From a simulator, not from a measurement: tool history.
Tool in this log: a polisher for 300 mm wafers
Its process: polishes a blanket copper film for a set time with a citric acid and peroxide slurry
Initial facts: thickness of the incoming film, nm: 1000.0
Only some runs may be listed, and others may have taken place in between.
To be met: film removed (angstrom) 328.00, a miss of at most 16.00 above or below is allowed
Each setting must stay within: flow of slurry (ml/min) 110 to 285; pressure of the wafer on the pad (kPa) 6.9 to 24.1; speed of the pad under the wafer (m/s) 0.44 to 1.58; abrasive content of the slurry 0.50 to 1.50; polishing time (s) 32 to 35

run    day  flow of slurry (ml/min)  pressure of the wafer on the pad (kPa)  speed of the pad under the wafer (m/s)  abrasive content of the slurry  polishing time (s)  film removed (angstrom)
  1  0.000                      180                                    15.2                                    1.00                            1.00                  35                   478.25
  2  0.192                      180                                    14.5                                    1.00                            1.00                  35                   452.16
  3  0.417                      180                                    11.7                                    1.00                            1.00                  35                   404.43
  4  0.488                      180                                    11.7                                    1.20                            1.00                  35                   498.53
  5  0.725                      180                                    11.7                                    1.20                            1.00                  35                   484.74
  6  0.775                      180                                    11.7                                    1.20                            1.00                  35                   486.93
  7  0.838                      180                                    11.0                                    1.18                            1.00                  35                   470.36
  8  1.058                      180                                    10.3                                    1.16                            1.00                  35                   439.73
  9  1.192                      180                                     9.7                                    1.14                            1.00                  35                   423.10
 10  1.338                      180                                     9.0                                    1.12                            1.00                  35                   393.21
 11  1.438                      180                                     9.0                                    1.10                            1.00                  35                   388.89
 12  1.517                      180                                     9.0                                    1.08                            1.00                  35                   373.16
 13  1.779                      180                                     7.6                                    1.08                            1.00                  35                   350.76

Next run, 5 choices. One meets every target within its allowed miss, the rest don't. Which?
  A  2.042                      165                                     9.0                                    1.08                            0.90                  35                        ?
  B  2.042                      175                                     9.0                                    1.12                            0.90                  35                        ?
  C  2.042                      150                                     9.0                                    0.96                            0.95                  35                        ?
  D  2.042                      170                                     8.3                                    0.94                            1.05                  32                        ?
  E  2.042                      155                                     9.0                                    1.04                            1.10                  35                        ?

move  film removed (angstrom)
   A                   370.99
   B                   388.03
   C                   329.53
   D                   296.82
   E                   369.88
A: further off than the last run
B: further off than the last run
C: all results land within tolerance of their targets
D: moves the result that the last run missed by most past its target, out the other side
E: further off than the last run
C is the move that brings every result within its allowed miss.

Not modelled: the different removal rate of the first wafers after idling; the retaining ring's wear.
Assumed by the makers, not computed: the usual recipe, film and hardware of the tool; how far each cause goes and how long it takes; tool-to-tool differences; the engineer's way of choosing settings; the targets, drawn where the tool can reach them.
